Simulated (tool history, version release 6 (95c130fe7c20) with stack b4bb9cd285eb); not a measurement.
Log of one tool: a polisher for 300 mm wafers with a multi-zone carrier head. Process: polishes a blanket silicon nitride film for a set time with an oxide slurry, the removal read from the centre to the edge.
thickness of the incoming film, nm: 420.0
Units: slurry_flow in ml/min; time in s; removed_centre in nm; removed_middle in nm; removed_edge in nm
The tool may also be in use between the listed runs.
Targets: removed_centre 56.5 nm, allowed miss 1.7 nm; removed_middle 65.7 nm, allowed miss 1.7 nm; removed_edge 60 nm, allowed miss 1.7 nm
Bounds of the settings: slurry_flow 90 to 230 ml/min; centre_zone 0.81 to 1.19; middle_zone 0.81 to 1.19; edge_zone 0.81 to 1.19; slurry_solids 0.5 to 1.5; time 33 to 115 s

run,hour,slurry_flow,centre_zone,middle_zone,edge_zone,slurry_solids,time,removed_centre,removed_middle,removed_edge
1,0,150,1,1,1,1,73,41.101,41.549,40.663
2,4.2,160,1,1.03,1.04,1.1,74,42.913,44.187,44.439
3,9,165,1,1.07,1.03,1.2,76,45.473,49.205,46.714
4,11.7,165,1,1.07,1.03,1.1,76,45.495,47.455,45.623
5,16.4,165,1,1.11,1.03,1.1,76,44.366,48.735,45.16
6,21.3,165,1,1.19,1.03,1.1,76,44.229,52.252,45.538
7,28.2,205,1.01,1.19,1.13,1.35,77,49.471,56.694,51.462
8,29.6,205,1.01,1.19,1.13,1.4,79,52.603,60.903,54.398
9,37.9,205,1.01,1.19,1.13,1.4,80,52.997,60.65,54.747
10,44.9,205,1.01,1.19,1.13,1.4,81,53.902,60.982,54.694
11,46.6,205,1,1.19,1.14,1.4,82,52.828,62.054,56.691
12,48.9,205,1,1.19,1.14,1.45,83,54.258,62.934,57.871
13,52.4,210,1,1.19,1.14,1.45,83,54.644,64.691,57.359
14,58.6,210,1,1.19,1.15,1.45,83,54.728,63.418,57.765

4 next moves are on the table. One of them brings every result within its allowed miss. Which?
A,64.8,225,0.91,1.19,1.18,1.5,88,?,?,?
B,64.8,185,0.9,1.15,1.18,1.5,89,?,?,?
C,64.8,220,1,1.19,1.16,1.3,87,?,?,?
D,64.8,230,0.85,1.16,1.1,1.15,99,?,?,?

move,removed_centre,removed_middle,removed_edge
A,54.728,68.392,62.822
B,53.242,65.555,62.436
C,56.981,64.742,59.008
D,53.445,70.02,63.365
A: takes the result that was furthest off past its target
B: brings the result that was furthest off to its target, and leaves another outside
C: meets every target
D: takes the result that was furthest off past its target
Move C is the one to make.
